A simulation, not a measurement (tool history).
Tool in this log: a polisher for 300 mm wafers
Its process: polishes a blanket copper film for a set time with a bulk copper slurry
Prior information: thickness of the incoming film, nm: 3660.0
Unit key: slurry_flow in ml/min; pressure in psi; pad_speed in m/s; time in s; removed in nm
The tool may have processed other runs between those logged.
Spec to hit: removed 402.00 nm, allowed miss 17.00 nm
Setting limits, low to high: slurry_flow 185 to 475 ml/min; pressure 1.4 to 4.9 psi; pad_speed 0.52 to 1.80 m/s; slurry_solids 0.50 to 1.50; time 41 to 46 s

{"run": 1, "hour": 0.0, "slurry_flow": 305, "pressure": 3.1, "pad_speed": 1.16, "slurry_solids": 1.0, "time": 46, "removed": 533.32}
{"run": 2, "hour": 3.4, "slurry_flow": 305, "pressure": 2.9, "pad_speed": 1.16, "slurry_solids": 1.0, "time": 46, "removed": 510.24}
{"run": 3, "hour": 6.4, "slurry_flow": 305, "pressure": 3.7, "pad_speed": 1.16, "slurry_solids": 1.0, "time": 46, "removed": 595.95}
{"run": 4, "hour": 15.0, "slurry_flow": 305, "pressure": 3.7, "pad_speed": 1.06, "slurry_solids": 1.0, "time": 46, "removed": 565.57}
{"run": 5, "hour": 16.7, "slurry_flow": 305, "pressure": 3.4, "pad_speed": 1.04, "slurry_solids": 1.0, "time": 46, "removed": 519.78}
{"run": 6, "hour": 19.4, "slurry_flow": 305, "pressure": 3.4, "pad_speed": 1.04, "slurry_solids": 1.15, "time": 46, "removed": 536.38}
{"run": 7, "hour": 25.5, "slurry_flow": 305, "pressure": 3.2, "pad_speed": 1.04, "slurry_solids": 1.15, "time": 46, "removed": 523.39}
{"run": 8, "hour": 29.5, "slurry_flow": 305, "pressure": 3.2, "pad_speed": 1.04, "slurry_solids": 1.15, "time": 46, "removed": 531.16}
{"run": 9, "hour": 31.0, "slurry_flow": 305, "pressure": 2.9, "pad_speed": 1.02, "slurry_solids": 1.15, "time": 46, "removed": 483.54}
{"run": 10, "hour": 32.7, "slurry_flow": 305, "pressure": 2.7, "pad_speed": 1.02, "slurry_solids": 1.15, "time": 46, "removed": 453.86}
{"run": 11, "hour": 35.6, "slurry_flow": 305, "pressure": 2.6, "pad_speed": 1.02, "slurry_solids": 1.15, "time": 46, "removed": 457.66}
{"run": 12, "hour": 42.3, "slurry_flow": 305, "pressure": 2.5, "pad_speed": 1.02, "slurry_solids": 1.15, "time": 46, "removed": 442.91}
{"run": 13, "hour": 47.4, "slurry_flow": 305, "pressure": 2.4, "pad_speed": 1.02, "slurry_solids": 1.15, "time": 46, "removed": 431.21}
{"run": 14, "hour": 52.3, "slurry_flow": 305, "pressure": 2.3, "pad_speed": 1.02, "slurry_solids": 1.15, "time": 46, "removed": 430.7}

Exactly one of the 5 candidate moves below puts every result within its allowed miss. Which one?
{"run": "A", "hour": 57.2, "slurry_flow": 270, "pressure": 2.1, "pad_speed": 1.12, "slurry_solids": 1.25, "time": 46, "removed": "?"}
{"run": "B", "hour": 57.2, "slurry_flow": 240, "pressure": 3.3, "pad_speed": 0.86, "slurry_solids": 0.7, "time": 41, "removed": "?"}
{"run": "C", "hour": 57.2, "slurry_flow": 265, "pressure": 2.7, "pad_speed": 0.8, "slurry_solids": 1.3, "time": 41, "removed": "?"}
{"run": "D", "hour": 57.2, "slurry_flow": 250, "pressure": 1.9, "pad_speed": 1.18, "slurry_solids": 1.25, "time": 46, "removed": "?"}
{"run": "E", "hour": 57.2, "slurry_flow": 360, "pressure": 2.2, "pad_speed": 1.08, "slurry_solids": 1.2, "time": 41, "removed": "?"}

move=A removed=442.74
move=B removed=359.19
move=C removed=350.03
move=D removed=436.86
move=E removed=397.23
A: further off than the last run
B: pushes the last run's worst result past its target
C: pushes the last run's worst result past its target
D: further off than the last run
E: all results land within tolerance of their targets
Go with E: it meets all targets.
